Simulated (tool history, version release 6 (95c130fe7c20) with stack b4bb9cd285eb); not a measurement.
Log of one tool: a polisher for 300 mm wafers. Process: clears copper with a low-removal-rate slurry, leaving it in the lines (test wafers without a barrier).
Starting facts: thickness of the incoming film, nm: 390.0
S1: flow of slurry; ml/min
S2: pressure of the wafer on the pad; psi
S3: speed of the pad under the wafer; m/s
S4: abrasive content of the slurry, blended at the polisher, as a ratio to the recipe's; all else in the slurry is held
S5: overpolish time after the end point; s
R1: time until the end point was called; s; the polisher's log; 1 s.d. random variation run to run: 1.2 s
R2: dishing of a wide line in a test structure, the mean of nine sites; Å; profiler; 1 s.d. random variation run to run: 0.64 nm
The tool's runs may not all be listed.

run	day	S1	S2	S3	S4	S5	R1	R2
1	0.000	130	3.2	1.42	1.0	12	81.890	351.51
2	0.279	130	3.2	1.72	1.0	12	68.414	410.82
3	0.571	130	3.2	1.72	1.0	7	69.219	260.86
4	0.708	125	3.0	1.72	1.0	8	72.206	284.62
5	1.046	110	3.0	1.72	1.0	8	74.769	275.41
6	1.288	125	3.0	1.72	1.0	8	71.789	276.62

Estimate the outcome of run 7 from the log above:
7	1.433	90	2.1	1.68	1.0	14	?	?

Logged for run 7: R1 101.730 s, R2 326.07 Å.
